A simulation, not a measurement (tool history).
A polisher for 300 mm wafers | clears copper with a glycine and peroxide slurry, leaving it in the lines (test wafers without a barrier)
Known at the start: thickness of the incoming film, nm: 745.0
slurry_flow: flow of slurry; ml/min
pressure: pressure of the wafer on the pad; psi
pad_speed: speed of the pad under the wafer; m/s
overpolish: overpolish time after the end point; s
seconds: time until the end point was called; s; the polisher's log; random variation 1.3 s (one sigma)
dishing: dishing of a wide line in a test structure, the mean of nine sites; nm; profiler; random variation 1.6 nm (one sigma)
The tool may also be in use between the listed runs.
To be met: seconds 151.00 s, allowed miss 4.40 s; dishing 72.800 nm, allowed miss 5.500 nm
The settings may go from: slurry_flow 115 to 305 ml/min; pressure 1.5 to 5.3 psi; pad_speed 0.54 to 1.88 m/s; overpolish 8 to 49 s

| run | hour | slurry_flow | pressure | pad_speed | overpolish | seconds | dishing |
|---|---|---|---|---|---|---|---|
| 1 | 0.0 | 195 | 3.4 | 1.20 | 25 | 114.31 | 90.843 |
| 2 | 8.6 | 195 | 3.4 | 1.20 | 31 | 114.21 | 105.760 |
| 3 | 14.4 | 195 | 3.4 | 1.20 | 23 | 112.22 | 89.335 |
| 4 | 23.1 | 195 | 3.0 | 1.20 | 23 | 127.47 | 80.134 |
| 5 | 31.6 | 195 | 3.0 | 1.20 | 16 | 125.56 | 59.614 |
| 6 | 34.0 | 190 | 2.9 | 1.20 | 17 | 131.31 | 63.217 |
| 7 | 41.6 | 185 | 2.9 | 1.20 | 18 | 129.31 | 62.461 |
| 8 | 46.0 | 185 | 2.8 | 1.20 | 19 | 135.43 | 64.805 |
| 9 | 52.1 | 180 | 2.8 | 1.20 | 20 | 134.34 | 68.035 |
| 10 | 60.2 | 180 | 2.7 | 1.20 | 21 | 139.62 | 68.492 |
| 11 | 62.4 | 160 | 2.4 | 1.20 | 26 | 158.22 | 72.600 |
|  | 68.8 | worn pad replaced by a new one |
| 12 | 68.8 | 165 | 2.4 | 1.20 | 26 | 140.08 | 79.590 |
| 13 | 70.9 | 135 | 2.4 | 1.20 | 25 | 146.34 | 74.772 |

4 next moves are on the table. One of them brings every result within its allowed miss. Which?
| A | 73.0 | 115 | 2.4 | 1.30 | 23 | ? | ? |
| B | 73.0 | 140 | 3.3 | 0.62 | 24 | ? | ? |
| C | 73.0 | 130 | 2.2 | 1.50 | 20 | ? | ? |
| D | 73.0 | 115 | 2.4 | 1.38 | 24 | ? | ? |

| move | seconds | dishing |
|---|---|---|
| A | 142.30 | 73.148 |
| B | 149.46 | 74.966 |
| C | 137.74 | 66.849 |
| D | 137.62 | 77.296 |
A: further off than the last run
B: meets every target
C: further off than the last run
D: further off than the last run
Move B is the one to make.

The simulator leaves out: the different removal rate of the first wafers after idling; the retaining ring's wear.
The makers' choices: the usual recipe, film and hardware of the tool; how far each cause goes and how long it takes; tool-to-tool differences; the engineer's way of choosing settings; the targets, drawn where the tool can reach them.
